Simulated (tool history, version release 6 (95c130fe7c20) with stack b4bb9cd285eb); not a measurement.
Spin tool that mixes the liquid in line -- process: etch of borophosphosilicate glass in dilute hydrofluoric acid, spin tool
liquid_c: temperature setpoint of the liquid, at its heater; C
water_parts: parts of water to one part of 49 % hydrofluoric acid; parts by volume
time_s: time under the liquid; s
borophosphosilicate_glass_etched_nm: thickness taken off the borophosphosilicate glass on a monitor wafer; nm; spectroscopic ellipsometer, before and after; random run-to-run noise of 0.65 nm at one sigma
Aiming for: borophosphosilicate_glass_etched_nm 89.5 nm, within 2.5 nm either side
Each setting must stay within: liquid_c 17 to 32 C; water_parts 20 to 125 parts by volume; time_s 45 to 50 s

run  hour  liquid_c  water_parts  time_s  borophosphosilicate_glass_etched_nm
  1     0        24           70      45                               38.318
  2   1.6        24           70      50                               41.767
  3   3.8        24           95      50                               30.068
  4   8.4      25.5           85      50                               36.052
  5  14.5        23           85      50                               32.901
  6    22        23          105      50                               25.965
  7  26.3        27           75      50                                 44.7
  8  33.8        28           70      50                               49.207
  9  34.8        28           70      50                               48.967
 10  37.5      28.5           65      50                                55.72
 11  41.3        29           60      50                               61.252
 12  43.5      29.5           55      50                               68.198
 13  45.7        32           40      50                               105.13
 14  47.9      31.5           40      50                               104.25
 15  55.6        31           40      50                               101.14
 16  56.5      30.5           40      50                               99.968
 17  59.1      30.5           40      50                               101.12
 18    65        30           40      50                               98.218
 19  65.6      29.5           40      50                               96.247
 20  67.6        29           40      50                               94.015

Pick the move, out of 5, that brings all results within their allowed miss; only one does.
  A  69.6      26.5           35      45                                    ?
  B  69.6      29.5           35      45                                    ?
  C  69.6      29.5           40      50                                    ?
  D  69.6      31.5           40      45                                    ?
  E  69.6        30           40      50                                    ?

move  borophosphosilicate_glass_etched_nm
   A                               87.787
   B                               98.965
   C                               95.445
   D                               92.869
   E                               97.336
A: every result within its allowed miss
B: the biggest miss grows against the last run
C: the biggest miss grows against the last run
D: an improvement on the last run, though not all results are within tolerance
E: the biggest miss grows against the last run
Go with A: it meets all targets.

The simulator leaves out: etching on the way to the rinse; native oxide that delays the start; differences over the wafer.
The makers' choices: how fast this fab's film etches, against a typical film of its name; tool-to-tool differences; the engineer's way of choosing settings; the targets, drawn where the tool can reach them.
